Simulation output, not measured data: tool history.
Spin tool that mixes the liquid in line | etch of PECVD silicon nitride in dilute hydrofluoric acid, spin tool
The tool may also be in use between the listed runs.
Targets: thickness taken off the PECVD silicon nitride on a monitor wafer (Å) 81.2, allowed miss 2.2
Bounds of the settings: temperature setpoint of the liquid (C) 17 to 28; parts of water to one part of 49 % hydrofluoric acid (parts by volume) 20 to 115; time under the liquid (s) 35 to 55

run	day	temperature setpoint of the liquid (C)	parts of water to one part of 49 % hydrofluoric acid (parts by volume)	time under the liquid (s)	thickness taken off the PECVD silicon nitride on a monitor wafer (Å)
1	0	20	65	55	38.398
2	0.338	21.5	65	55	42.759
3	0.379	18.5	65	55	34.223
4	0.654	18.5	65	35	22.231
5	0.8	20.5	65	35	25.314
6	0.917	21.5	60	35	29.741
7	1.142	22	55	35	33.389
8	1.288	26	30	35	77.407

Which of these 4 next moves meets every target?
A	1.433	23.5	30	40	?
B	1.433	23	25	35	?
C	1.433	24	25	35	?
D	1.433	28	35	35	?

move	thickness taken off the PECVD silicon nitride on a monitor wafer (Å)
A	75.798
B	76.386
C	81.807
D	77.263
A: further off than the last run
B: further off than the last run
C: meets every target
D: as far off as the last run
Answer: C
